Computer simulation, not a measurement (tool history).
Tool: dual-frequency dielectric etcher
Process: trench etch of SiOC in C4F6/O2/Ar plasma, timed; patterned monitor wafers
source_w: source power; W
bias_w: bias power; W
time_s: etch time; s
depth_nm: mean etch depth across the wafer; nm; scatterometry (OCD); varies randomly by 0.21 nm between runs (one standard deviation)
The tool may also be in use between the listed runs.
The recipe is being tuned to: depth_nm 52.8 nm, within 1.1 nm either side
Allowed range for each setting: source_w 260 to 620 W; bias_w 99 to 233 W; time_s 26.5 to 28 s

run,hour,source_w,bias_w,time_s,depth_nm
1,0,440,166,26.5,59.178
2,7.9,470,166,26.5,60.337
3,9.2,470,184,26.5,62.033
4,13.2,470,184,26.5,62.578
5,20.1,440,180,26.5,60.056
6,22.3,440,180,26.5,60.527
7,27.5,410,177,26.5,58.491
8,33.1,390,175,26.5,57.604
9,37.3,370,173,26.5,56.719
10,42.3,350,171,26.5,55.209
11,42.8,340,170,26.5,55.394
12,46.6,330,169,26.5,54.135

4 next moves are on the table. One of them brings every result within its allowed miss. Which?
A,50.4,280,172,28,?
B,50.4,290,162,27,?
C,50.4,320,178,27,?
D,50.4,290,177,28,?

move,depth_nm
A,55.056
B,52.611
C,55.774
D,56.119
A: misses by more than the last run did
B: every result lands within tolerance
C: misses by more than the last run did
D: misses by more than the last run did
The right move is B.
